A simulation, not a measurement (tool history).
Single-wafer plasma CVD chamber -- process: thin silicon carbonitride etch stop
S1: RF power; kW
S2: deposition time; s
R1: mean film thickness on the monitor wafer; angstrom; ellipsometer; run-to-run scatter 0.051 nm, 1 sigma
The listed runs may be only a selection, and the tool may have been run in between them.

run  hour     S1    S2      R1
  1     0  0.205  13.4  80.247
  2   6.2   0.22  13.4  81.204
  3  12.5   0.22  11.6  71.146
  4    13  0.245  11.6  72.351
  5    14  0.245  13.3  83.488
  6  20.2  0.245  11.9  74.424
  7  28.9  0.245  11.9  74.135
  8  31.9   0.27    14  88.872

What does the tool deliver on the next run?
  9  35.4  0.27  14.1   ?

Logged for run 9: R1 89.363 angstrom.

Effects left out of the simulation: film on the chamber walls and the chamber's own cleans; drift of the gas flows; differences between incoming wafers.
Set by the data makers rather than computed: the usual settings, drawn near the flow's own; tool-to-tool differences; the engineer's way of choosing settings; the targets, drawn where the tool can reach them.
